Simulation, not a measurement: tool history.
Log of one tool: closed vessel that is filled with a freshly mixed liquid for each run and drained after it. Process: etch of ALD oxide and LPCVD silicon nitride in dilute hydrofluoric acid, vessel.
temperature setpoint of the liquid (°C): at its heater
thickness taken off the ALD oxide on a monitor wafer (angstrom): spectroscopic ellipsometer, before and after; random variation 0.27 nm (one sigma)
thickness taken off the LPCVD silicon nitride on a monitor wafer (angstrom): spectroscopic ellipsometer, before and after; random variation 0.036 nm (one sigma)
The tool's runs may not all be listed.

run,hour,temperature setpoint of the liquid (°C),parts of water to one part of 49 % hydrofluoric acid (parts by volume),time in the liquid (s),thickness taken off the ALD oxide on a monitor wafer (angstrom),thickness taken off the LPCVD silicon nitride on a monitor wafer (angstrom)
1,0,20,90,440,400.83,18.711
2,2.7,20,70,440,530.54,23.867
3,8.3,17.5,70,440,477.18,20.269
4,10.8,19,65,435,543.45,24.178
5,11.7,19,65,315,392.18,17.126
6,18.8,17,65,315,361.68,15.025
# hour 19.9: hydrofluoric acid flow meter replaced
7,19.9,17,65,315,408.35,16.984
8,25.5,18,50,320,570.61,23.563
9,26.6,19,50,315,587.27,24.602
10,30.5,20,50,310,603.06,26.506
11,38.3,20.5,50,305,609.25,26.584

Estimate the outcome of run 12 from the log above:
12,43.4,21.5,50,300,?,?

thickness taken off the ALD oxide on a monitor wafer (angstrom): 625.37
thickness taken off the LPCVD silicon nitride on a monitor wafer (angstrom): 28.364
